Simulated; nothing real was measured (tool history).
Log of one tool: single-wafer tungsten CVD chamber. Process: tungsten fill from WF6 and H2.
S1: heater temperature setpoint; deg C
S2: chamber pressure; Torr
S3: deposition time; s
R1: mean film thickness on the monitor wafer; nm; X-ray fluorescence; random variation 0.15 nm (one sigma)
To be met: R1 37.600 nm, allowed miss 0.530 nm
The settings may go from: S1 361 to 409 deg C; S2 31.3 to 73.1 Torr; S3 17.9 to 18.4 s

| run | hour | S1 | S2 | S3 | R1 |
|---|---|---|---|---|---|
| 1 | 0.0 | 385 | 52.2 | 17.9 | 51.052 |
| 2 | 8.7 | 385 | 46.3 | 17.9 | 47.858 |
| 3 | 9.6 | 383 | 46.3 | 17.9 | 45.799 |
| 4 | 15.4 | 388 | 46.3 | 17.9 | 51.227 |
| 5 | 22.9 | 386 | 46.3 | 17.9 | 48.985 |
| 6 | 27.2 | 386 | 41.2 | 17.9 | 45.608 |
| 7 | 29.7 | 384 | 41.2 | 17.9 | 43.577 |
| 8 | 34.7 | 383 | 41.2 | 17.9 | 42.576 |
| 9 | 41.2 | 382 | 41.2 | 17.9 | 41.511 |
| 10 | 47.8 | 381 | 41.2 | 17.9 | 40.775 |
| 11 | 53.2 | 380 | 41.2 | 17.9 | 39.580 |
| 12 | 60.2 | 379 | 41.2 | 17.9 | 38.849 |

5 next moves are on the table. One of them brings every result within its allowed miss. Which?
| A | 67.2 | 385 | 34.4 | 17.9 | ? |
| B | 67.2 | 378 | 39.1 | 17.9 | ? |
| C | 67.2 | 380 | 41.5 | 18.0 | ? |
| D | 67.2 | 379 | 42.3 | 18.3 | ? |
| E | 67.2 | 383 | 32.6 | 18.3 | ? |

| move | R1 |
|---|---|
| A | 39.839 |
| B | 36.835 |
| C | 40.275 |
| D | 40.471 |
| E | 37.533 |
A: further off than the last run
B: takes the result that was furthest off past its target
C: further off than the last run
D: further off than the last run
E: meets every target
Move E is the one to make.
